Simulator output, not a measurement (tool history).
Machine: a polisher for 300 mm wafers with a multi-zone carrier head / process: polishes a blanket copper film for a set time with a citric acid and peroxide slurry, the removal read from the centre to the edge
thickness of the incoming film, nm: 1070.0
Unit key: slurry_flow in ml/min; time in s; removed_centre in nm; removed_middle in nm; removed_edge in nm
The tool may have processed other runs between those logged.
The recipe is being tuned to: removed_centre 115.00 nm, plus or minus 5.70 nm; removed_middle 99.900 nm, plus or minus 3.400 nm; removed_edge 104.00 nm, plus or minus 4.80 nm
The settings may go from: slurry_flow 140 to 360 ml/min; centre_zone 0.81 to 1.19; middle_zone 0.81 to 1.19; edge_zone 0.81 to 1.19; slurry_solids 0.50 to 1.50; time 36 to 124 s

run,hour,slurry_flow,centre_zone,middle_zone,edge_zone,slurry_solids,time,removed_centre,removed_middle,removed_edge
1,0.0,230,1.00,1.00,1.00,1.00,79,189.95,191.600,204.04
2,8.2,205,1.00,1.00,1.00,1.00,79,187.39,188.130,200.26
3,10.0,205,1.00,0.96,1.00,1.00,79,192.47,185.130,200.64
4,15.4,205,1.00,0.96,1.00,1.00,87,210.15,204.910,223.33
5,19.4,200,1.01,0.95,0.97,0.90,78,185.28,174.290,189.16
6,21.7,200,1.01,0.95,0.90,0.90,78,186.07,177.200,185.98
7,28.0,205,1.10,0.93,0.85,0.65,56,135.79,118.550,123.09
8,35.5,205,1.10,0.93,0.84,0.60,54,129.85,110.130,114.19

Of the 4 settings listed for the next run, only one would bring every result within its allowed miss of target. Which one?
A,43.0,215,1.11,1.00,0.88,0.70,53,?,?,?
B,43.0,140,1.10,0.94,0.82,0.65,51,?,?,?
C,43.0,220,1.14,0.88,0.86,0.50,46,?,?,?
D,43.0,140,1.19,0.92,0.91,0.50,50,?,?,?

move,removed_centre,removed_middle,removed_edge
A,131.99,119.490,115.80
B,114.22,100.060,100.94
C,111.26,88.150,94.13
D,115.82,92.021,99.31
A: lands further from the targets than the last run did
B: hits every target within its allowed miss
C: the result that was furthest off in the last run now lies on the other side of its target
D: the result that was furthest off in the last run now lies on the other side of its target
So the answer is move B, the one that meets all the targets.
